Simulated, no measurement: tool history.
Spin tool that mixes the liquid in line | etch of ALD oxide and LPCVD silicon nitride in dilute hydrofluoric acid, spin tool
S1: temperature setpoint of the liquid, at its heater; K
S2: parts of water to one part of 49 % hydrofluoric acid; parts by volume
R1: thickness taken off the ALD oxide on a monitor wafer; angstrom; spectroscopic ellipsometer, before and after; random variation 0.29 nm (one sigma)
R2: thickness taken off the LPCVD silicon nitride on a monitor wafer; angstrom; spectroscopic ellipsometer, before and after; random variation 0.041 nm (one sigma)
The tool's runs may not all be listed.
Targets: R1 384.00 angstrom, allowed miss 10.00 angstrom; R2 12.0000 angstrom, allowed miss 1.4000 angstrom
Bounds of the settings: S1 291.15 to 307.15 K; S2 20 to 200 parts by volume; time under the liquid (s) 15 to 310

Run 1, hour 0.0: S1 299.15 K, S2 110 parts by volume, time under the liquid (s) 160. Result: R1 271.56 angstrom, R2 7.9547 angstrom.
Run 2, hour 6.4: S1 300.65 K, S2 105 parts by volume, time under the liquid (s) 160. Result: R1 300.49 angstrom, R2 8.7219 angstrom.
Run 3, hour 12.4: S1 300.65 K, S2 105 parts by volume, time under the liquid (s) 95. Result: R1 180.37 angstrom, R2 5.4422 angstrom.
Run 4, hour 13.0: S1 302.15 K, S2 90 parts by volume, time under the liquid (s) 95. Result: R1 228.95 angstrom, R2 7.1457 angstrom.
Run 5, hour 20.2: S1 302.65 K, S2 80 parts by volume, time under the liquid (s) 95. Result: R1 259.25 angstrom, R2 7.7917 angstrom.
Run 6, hour 24.9: S1 302.65 K, S2 80 parts by volume, time under the liquid (s) 155. Result: R1 427.69 angstrom, R2 13.9860 angstrom.
Run 7, hour 33.2: S1 300.15 K, S2 85 parts by volume, time under the liquid (s) 155. Result: R1 360.19 angstrom, R2 11.1720 angstrom.
Run 8, hour 36.7: S1 300.15 K, S2 85 parts by volume, time under the liquid (s) 155. Result: R1 362.78 angstrom, R2 10.9020 angstrom.
Run 9, hour 44.3: S1 300.65 K, S2 85 parts by volume, time under the liquid (s) 155. Result: R1 365.99 angstrom, R2 10.6410 angstrom.

Which of these 5 next moves meets every target?
Run A, hour 51.9: S1 305.15 K, S2 100 parts by volume, time under the liquid (s) 150. Result: R1 ?, R2 ?.
Run B, hour 51.9: S1 291.15 K, S2 50 parts by volume, time under the liquid (s) 130. Result: R1 ?, R2 ?.
Run C, hour 51.9: S1 301.65 K, S2 90 parts by volume, time under the liquid (s) 165. Result: R1 ?, R2 ?.
Run D, hour 51.9: S1 302.15 K, S2 85 parts by volume, time under the liquid (s) 130. Result: R1 ?, R2 ?.
Run E, hour 51.9: S1 307.15 K, S2 110 parts by volume, time under the liquid (s) 150. Result: R1 ?, R2 ?.

move      R1       R2
   A  348.06  11.6440
   B  367.92   7.9189
   C  378.37  11.4300
   D  324.02   9.8439
   E  335.16  11.9400
A: further off than the last run
B: further off than the last run
C: meets every target
D: further off than the last run
E: further off than the last run
The right move is C.
